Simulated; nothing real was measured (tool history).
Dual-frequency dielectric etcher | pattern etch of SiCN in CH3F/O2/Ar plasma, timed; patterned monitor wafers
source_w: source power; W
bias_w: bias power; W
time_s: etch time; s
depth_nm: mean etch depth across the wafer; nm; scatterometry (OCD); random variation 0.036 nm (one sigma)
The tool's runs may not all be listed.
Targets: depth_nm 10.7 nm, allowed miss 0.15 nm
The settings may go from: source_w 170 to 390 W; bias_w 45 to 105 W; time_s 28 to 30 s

run	day	source_w	bias_w	time_s	depth_nm
1	0	280	75	30	9.3149
2	0.304	300	76	30	9.5669
3	0.596	320	77	30	9.8314
4	0.708	320	71	30	9.5544
5	0.875	320	62	30	9.1332
6	1.054	320	49	30	8.486
7	1.325	380	64	30	9.7132
8	1.408	390	79	30	10.533
9	1.542	390	80	30	10.519
10	1.804	390	80	30	10.535

4 next moves are on the table. One of them brings every result within its allowed miss. Which?
A	2.067	390	81	29	?
B	2.067	390	85	30	?
C	2.067	390	78	29.5	?
D	2.067	390	95	29.5	?

move	depth_nm
A	10.248
B	10.775
C	10.295
D	11.008
A: further off than the last run
B: meets every target
C: further off than the last run
D: takes the result that was furthest off past its target
Answer: B
